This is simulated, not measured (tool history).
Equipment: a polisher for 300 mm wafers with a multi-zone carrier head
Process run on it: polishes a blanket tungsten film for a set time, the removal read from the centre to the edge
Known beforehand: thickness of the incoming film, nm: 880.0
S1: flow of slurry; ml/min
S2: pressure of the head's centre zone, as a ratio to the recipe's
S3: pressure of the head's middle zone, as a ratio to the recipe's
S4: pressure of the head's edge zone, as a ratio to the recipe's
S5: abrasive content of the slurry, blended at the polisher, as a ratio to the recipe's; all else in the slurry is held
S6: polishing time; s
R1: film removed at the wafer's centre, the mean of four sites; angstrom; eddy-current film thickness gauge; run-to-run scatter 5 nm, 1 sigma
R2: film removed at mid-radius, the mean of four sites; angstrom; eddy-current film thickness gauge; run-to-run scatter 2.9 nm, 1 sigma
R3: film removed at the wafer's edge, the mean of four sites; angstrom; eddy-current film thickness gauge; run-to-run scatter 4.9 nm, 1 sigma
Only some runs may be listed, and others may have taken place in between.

run 1 hour=0.0 | S1=165 S2=1.00 S3=1.00 S4=1.00 S5=1.00 S6=46 | R1=2746.3 R2=2692.0 R3=2760.3
run 2 hour=0.8 | S1=165 S2=1.00 S3=1.00 S4=0.95 S5=1.00 S6=46 | R1=2799.2 R2=2691.1 R3=2622.5
run 3 hour=2.1 | S1=165 S2=1.07 S3=1.00 S4=0.95 S5=1.00 S6=46 | R1=2996.2 R2=2728.7 R3=2691.9
run 4 hour=7.6 | S1=165 S2=1.07 S3=1.00 S4=0.95 S5=1.00 S6=54 | R1=3487.2 R2=3154.7 R3=3097.7
run 5 hour=12.0 | S1=165 S2=1.07 S3=1.00 S4=0.95 S5=0.80 S6=54 | R1=3298.5 R2=2972.3 R3=2899.0
run 6 hour=16.8 | S1=165 S2=1.07 S3=0.96 S4=0.95 S5=0.80 S6=54 | R1=3245.4 R2=2914.8 R3=2959.3
run 7 hour=17.4 | S1=175 S2=1.06 S3=0.97 S4=0.99 S5=0.85 S6=54 | R1=3375.6 R2=2975.6 R3=3074.7

The next listed run, before its measurement:
run 8 hour=23.7 | S1=175 S2=1.04 S3=0.98 S4=1.02 S5=0.95 S6=54 | R1=? R2=? R3=?

R1: 3453.7 angstrom
R2: 3086.3 angstrom
R3: 3273.6 angstrom

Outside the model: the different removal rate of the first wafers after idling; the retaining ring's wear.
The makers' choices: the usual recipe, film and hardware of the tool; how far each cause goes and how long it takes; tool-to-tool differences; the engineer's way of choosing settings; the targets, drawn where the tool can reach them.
